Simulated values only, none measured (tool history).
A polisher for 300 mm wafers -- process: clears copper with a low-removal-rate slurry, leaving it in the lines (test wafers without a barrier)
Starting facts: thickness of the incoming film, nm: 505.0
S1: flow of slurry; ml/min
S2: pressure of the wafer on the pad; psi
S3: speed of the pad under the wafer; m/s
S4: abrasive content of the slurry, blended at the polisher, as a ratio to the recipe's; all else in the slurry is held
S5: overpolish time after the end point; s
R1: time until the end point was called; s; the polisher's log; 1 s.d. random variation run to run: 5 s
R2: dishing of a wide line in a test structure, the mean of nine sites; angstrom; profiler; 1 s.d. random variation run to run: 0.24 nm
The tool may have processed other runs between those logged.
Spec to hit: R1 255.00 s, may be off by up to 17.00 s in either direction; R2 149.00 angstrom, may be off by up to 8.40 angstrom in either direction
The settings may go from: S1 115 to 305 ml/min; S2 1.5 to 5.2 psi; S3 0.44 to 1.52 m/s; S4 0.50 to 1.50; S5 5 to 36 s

Run 1, hour 0.0: S1 195 ml/min, S2 3.3 psi, S3 0.98 m/s, S4 1.00, S5 18 s. Result: R1 198.85 s, R2 314.63 angstrom.
Run 2, hour 6.4: S1 195 ml/min, S2 3.1 psi, S3 0.98 m/s, S4 1.00, S5 15 s. Result: R1 207.30 s, R2 262.88 angstrom.
Run 3, hour 10.8: S1 195 ml/min, S2 2.9 psi, S3 0.98 m/s, S4 1.00, S5 13 s. Result: R1 222.61 s, R2 215.02 angstrom.
Run 4, hour 11.9: S1 195 ml/min, S2 3.7 psi, S3 0.98 m/s, S4 1.00, S5 13 s. Result: R1 170.19 s, R2 269.59 angstrom.
Run 5, hour 14.4: S1 195 ml/min, S2 3.4 psi, S3 0.96 m/s, S4 1.00, S5 12 s. Result: R1 193.30 s, R2 227.67 angstrom.
Run 6, hour 15.0: S1 195 ml/min, S2 3.4 psi, S3 0.96 m/s, S4 1.10, S5 12 s. Result: R1 189.64 s, R2 235.97 angstrom.
Run 7, hour 21.5: S1 195 ml/min, S2 3.2 psi, S3 0.96 m/s, S4 1.10, S5 11 s. Result: R1 196.39 s, R2 201.86 angstrom.
Run 8, hour 23.4: S1 195 ml/min, S2 2.9 psi, S3 0.96 m/s, S4 1.10, S5 11 s. Result: R1 221.01 s, R2 185.89 angstrom.
Run 9, hour 31.5: S1 195 ml/min, S2 2.8 psi, S3 0.96 m/s, S4 1.10, S5 11 s. Result: R1 234.75 s, R2 175.82 angstrom.
Run 10, hour 32.8: S1 195 ml/min, S2 2.7 psi, S3 0.96 m/s, S4 1.10, S5 11 s. Result: R1 232.48 s, R2 171.51 angstrom.
Run 11, hour 40.8: S1 195 ml/min, S2 2.7 psi, S3 0.96 m/s, S4 1.10, S5 11 s. Result: R1 234.82 s, R2 178.10 angstrom.
Run 12, hour 48.6: S1 195 ml/min, S2 2.6 psi, S3 0.96 m/s, S4 1.10, S5 11 s. Result: R1 245.69 s, R2 170.12 angstrom.

5 next moves are on the table. One of them brings every result within its allowed miss. Which?
Run A, hour 56.4: S1 180 ml/min, S2 2.4 psi, S3 1.08 m/s, S4 1.00, S5 14 s. Result: R1 ?, R2 ?.
Run B, hour 56.4: S1 145 ml/min, S2 2.3 psi, S3 1.12 m/s, S4 1.15, S5 13 s. Result: R1 ?, R2 ?.
Run C, hour 56.4: S1 170 ml/min, S2 3.0 psi, S3 0.88 m/s, S4 1.00, S5 14 s. Result: R1 ?, R2 ?.
Run D, hour 56.4: S1 165 ml/min, S2 3.4 psi, S3 0.74 m/s, S4 1.10, S5 10 s. Result: R1 ?, R2 ?.
Run E, hour 56.4: S1 235 ml/min, S2 2.6 psi, S3 0.90 m/s, S4 1.00, S5 15 s. Result: R1 ?, R2 ?.

move      R1      R2
   A  241.85  208.86
   B  246.19  192.17
   C  240.26  211.83
   D  248.06  152.00
   E  257.33  210.81
A: further off than the last run
B: further off than the last run
C: further off than the last run
D: hits every target within its allowed miss
E: further off than the last run
The move that meets every target is D.
